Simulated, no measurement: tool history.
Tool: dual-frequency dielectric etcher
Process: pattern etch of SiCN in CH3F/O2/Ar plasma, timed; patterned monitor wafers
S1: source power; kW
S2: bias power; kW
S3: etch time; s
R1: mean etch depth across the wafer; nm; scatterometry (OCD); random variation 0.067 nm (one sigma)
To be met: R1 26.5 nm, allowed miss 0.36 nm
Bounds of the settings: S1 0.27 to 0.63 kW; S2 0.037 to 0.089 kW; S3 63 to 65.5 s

Run 1, hour 0: S1 0.45 kW, S2 0.063 kW, S3 63 s. Result: R1 25.394 nm.
Run 2, hour 8.3: S1 0.46 kW, S2 0.063 kW, S3 63 s. Result: R1 25.779 nm.
Run 3, hour 16.4: S1 0.47 kW, S2 0.063 kW, S3 63 s. Result: R1 26.095 nm.
Run 4, hour 23.6: S1 0.47 kW, S2 0.054 kW, S3 63 s. Result: R1 24.579 nm.
Run 5, hour 32.3: S1 0.47 kW, S2 0.054 kW, S3 65.5 s. Result: R1 25.595 nm.
Run 6, hour 34.1: S1 0.47 kW, S2 0.044 kW, S3 65.5 s. Result: R1 23.775 nm.
Run 7, hour 36.8: S1 0.51 kW, S2 0.044 kW, S3 65.5 s. Result: R1 24.739 nm.
Run 8, hour 42.5: S1 0.53 kW, S2 0.044 kW, S3 65.5 s. Result: R1 25.453 nm.
Run 9, hour 50: S1 0.54 kW, S2 0.044 kW, S3 65.5 s. Result: R1 25.664 nm.
Run 10, hour 53.7: S1 0.55 kW, S2 0.044 kW, S3 65.5 s. Result: R1 25.905 nm.

5 next moves are on the table. One of them brings every result within its allowed miss. Which?
Run A, hour 57.4: S1 0.49 kW, S2 0.052 kW, S3 65.5 s. Result: R1 ?.
Run B, hour 57.4: S1 0.58 kW, S2 0.046 kW, S3 64 s. Result: R1 ?.
Run C, hour 57.4: S1 0.57 kW, S2 0.043 kW, S3 63.5 s. Result: R1 ?.
Run D, hour 57.4: S1 0.55 kW, S2 0.044 kW, S3 63 s. Result: R1 ?.
Run E, hour 57.4: S1 0.6 kW, S2 0.04 kW, S3 63.5 s. Result: R1 ?.

move      R1
   A  25.779
   B  26.433
   C  25.354
   D  24.869
   E  25.413
A: further off than the last run
B: meets every target
C: further off than the last run
D: further off than the last run
E: further off than the last run
Move B is the one to make.
